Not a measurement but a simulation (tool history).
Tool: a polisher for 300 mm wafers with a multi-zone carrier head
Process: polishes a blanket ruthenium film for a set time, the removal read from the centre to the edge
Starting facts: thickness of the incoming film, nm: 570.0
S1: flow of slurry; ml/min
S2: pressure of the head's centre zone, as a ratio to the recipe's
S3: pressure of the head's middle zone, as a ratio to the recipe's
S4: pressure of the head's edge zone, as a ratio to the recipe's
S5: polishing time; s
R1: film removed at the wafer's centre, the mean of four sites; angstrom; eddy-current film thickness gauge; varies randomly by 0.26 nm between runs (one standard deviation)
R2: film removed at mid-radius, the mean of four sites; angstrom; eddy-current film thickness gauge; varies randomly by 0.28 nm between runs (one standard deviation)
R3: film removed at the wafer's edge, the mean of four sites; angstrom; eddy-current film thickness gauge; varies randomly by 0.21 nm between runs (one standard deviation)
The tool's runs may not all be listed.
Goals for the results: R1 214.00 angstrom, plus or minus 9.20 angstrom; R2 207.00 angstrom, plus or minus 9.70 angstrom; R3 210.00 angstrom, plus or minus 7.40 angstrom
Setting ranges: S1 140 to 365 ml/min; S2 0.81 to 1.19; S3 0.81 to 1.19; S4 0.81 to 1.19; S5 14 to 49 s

run,hour,S1,S2,S3,S4,S5,R1,R2,R3
1,0.0,235,1.00,1.00,1.00,31,163.94,162.91,168.74
2,1.9,200,1.00,1.00,1.00,31,154.63,155.80,162.21
3,10.2,200,1.00,1.08,1.00,31,157.28,170.61,160.59
4,15.3,240,1.00,1.08,1.00,31,158.38,174.74,165.15
5,21.4,240,1.00,1.08,1.00,27,142.25,150.27,145.70
6,23.4,240,0.96,1.08,1.00,27,134.54,152.73,142.35
7,26.7,260,1.02,1.10,1.04,29,152.29,165.46,159.24
8,33.1,275,1.06,1.10,1.05,31,173.60,180.76,171.14
9,36.0,285,1.08,1.09,1.08,32,179.13,183.19,179.83
10,41.8,285,1.08,1.09,1.08,32,183.96,184.39,179.85

Pick the move, out of 5, that brings all results within their allowed miss; only one does.
A,47.6,265,0.82,1.09,1.19,38,?,?,?
B,47.6,230,1.11,1.06,1.10,38,?,?,?
C,47.6,210,1.19,0.94,1.16,31,?,?,?
D,47.6,320,1.08,1.06,0.95,30,?,?,?
E,47.6,290,1.05,1.19,0.99,29,?,?,?

move,R1,R2,R3
A,169.21,219.28,220.81
B,215.68,210.40,209.54
C,184.52,153.23,174.41
D,172.80,172.07,158.12
E,161.45,182.02,154.51
A: takes the biggest miss from the last run beyond its target
B: each result inside its tolerance
C: lands further from the targets than the last run did
D: lands further from the targets than the last run did
E: lands further from the targets than the last run did
B is the move that brings every result within its allowed miss.
